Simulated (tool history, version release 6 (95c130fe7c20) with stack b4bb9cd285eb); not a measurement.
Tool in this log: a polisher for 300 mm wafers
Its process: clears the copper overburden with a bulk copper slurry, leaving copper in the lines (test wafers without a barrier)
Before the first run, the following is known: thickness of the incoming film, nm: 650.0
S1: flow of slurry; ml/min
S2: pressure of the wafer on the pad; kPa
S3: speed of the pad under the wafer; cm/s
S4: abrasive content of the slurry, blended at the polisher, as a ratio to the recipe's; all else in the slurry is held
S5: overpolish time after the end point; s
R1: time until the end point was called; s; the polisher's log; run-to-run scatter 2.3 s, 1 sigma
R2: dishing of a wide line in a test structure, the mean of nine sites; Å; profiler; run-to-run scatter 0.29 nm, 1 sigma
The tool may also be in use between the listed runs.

Run 1, hour 0: S1 235 ml/min, S2 15.9 kPa, S3 88 cm/s, S4 1, S5 9 s. Result: R1 99.022 s, R2 263.38 Å.
Run 2, hour 8.8: S1 235 ml/min, S2 15.2 kPa, S3 88 cm/s, S4 1, S5 9 s. Result: R1 102.43 s, R2 255.59 Å.
Run 3, hour 9.5: S1 260 ml/min, S2 15.2 kPa, S3 88 cm/s, S4 1, S5 9 s. Result: R1 103.02 s, R2 253.71 Å.
Run 4, hour 12.3: S1 260 ml/min, S2 14.5 kPa, S3 88 cm/s, S4 1, S5 9 s. Result: R1 109.25 s, R2 249.04 Å.
Run 5, hour 16.6: S1 260 ml/min, S2 14.5 kPa, S3 88 cm/s, S4 1, S5 6 s. Result: R1 104.9 s, R2 199.13 Å.
Run 6, hour 21.5: S1 260 ml/min, S2 14.5 kPa, S3 88 cm/s, S4 0.9, S5 6 s. Result: R1 109.96 s, R2 197.57 Å.

Expected results for the next run?
Run 7, hour 30: S1 260 ml/min, S2 14.5 kPa, S3 88 cm/s, S4 0.9, S5 7 s. Result: R1 ?, R2 ?.

R1: 110.46 s
R2: 217.37 Å
